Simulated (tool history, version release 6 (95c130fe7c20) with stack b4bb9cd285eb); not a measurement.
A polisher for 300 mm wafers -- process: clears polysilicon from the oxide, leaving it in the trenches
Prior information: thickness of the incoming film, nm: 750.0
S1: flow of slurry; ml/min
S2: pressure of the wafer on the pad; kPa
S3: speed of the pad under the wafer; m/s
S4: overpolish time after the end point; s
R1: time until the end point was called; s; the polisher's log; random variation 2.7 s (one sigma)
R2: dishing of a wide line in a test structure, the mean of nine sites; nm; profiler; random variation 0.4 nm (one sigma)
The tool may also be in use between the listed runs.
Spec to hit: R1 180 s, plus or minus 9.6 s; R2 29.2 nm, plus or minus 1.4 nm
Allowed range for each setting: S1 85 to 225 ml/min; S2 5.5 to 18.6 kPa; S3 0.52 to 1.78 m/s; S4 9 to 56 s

run,hour,S1,S2,S3,S4,R1,R2
1,0,145,11.7,1.14,29,67.138,29.031
2,6.9,145,10.3,1.04,29,82.704,28.267
3,10.5,145,8.3,1.04,29,99.734,29.091
4,12,145,8.3,1.04,34,102.36,29.584
5,20,145,8.3,1.04,23,102.76,29.065
6,23.4,145,8.3,1.14,23,92.995,29.409
7,31.5,115,5.5,0.82,24,199.09,27.096
8,40.4,125,5.5,0.8,27,199.09,28.036
9,47.2,130,5.5,0.8,28,192.49,28.61
10,55.1,135,5.5,0.8,28,194.91,28.645

Pick the move, out of 4, that brings all results within their allowed miss; only one does.
A,63,145,6.2,0.78,39,?,?
B,63,85,5.5,0.8,18,?,?
C,63,85,6.9,0.66,16,?,?
D,63,100,5.5,0.8,23,?,?

move,R1,R2
A,176.25,28.232
B,207.23,24.934
C,201.66,24.246
D,202.32,26.577
A: meets every target
B: misses by more than the last run did
C: misses by more than the last run did
D: misses by more than the last run did
A is the move that brings every result within its allowed miss.
